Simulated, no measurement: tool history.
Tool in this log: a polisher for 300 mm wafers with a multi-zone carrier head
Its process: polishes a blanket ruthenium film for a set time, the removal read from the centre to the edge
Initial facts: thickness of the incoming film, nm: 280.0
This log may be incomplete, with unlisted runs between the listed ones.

run  hour  flow of slurry (ml/min)  pressure of the head's centre zone  pressure of the head's middle zone  pressure of the head's edge zone  polishing time (s)  film removed at the wafer's centre (nm)  film removed at mid-radius (nm)  film removed at the wafer's edge (nm)
  1   0.0                      300                                1.00                                1.00                              1.00                  66                                  105.360                          105.860                                100.660
  2   5.4                      300                                1.00                                1.00                              1.00                  82                                  131.640                          129.830                                126.870
  3  11.5                      300                                1.08                                1.00                              1.00                  82                                  142.350                          128.210                                125.430
  4  12.1                      295                                1.05                                0.98                              0.99                  78                                  131.240                          121.920                                119.300
  5  19.2                      295                                1.05                                0.98                              0.95                  78                                  128.680                          120.110                                114.920
  6  25.9                      295                                1.11                                0.98                              0.95                  78                                  137.230                          119.410                                115.360
  7  29.8                      255                                1.01                                0.88                              0.90                  60                                   95.275                           84.863                                 86.375

Expected results for the next run?
  8  35.6                      250                                0.99                                0.88                              0.90                  60                                        ?                                ?                                      ?

For run 8 the tool returned film removed at the wafer's centre (nm) 92.705, film removed at mid-radius (nm) 83.690, film removed at the wafer's edge (nm) 86.133.
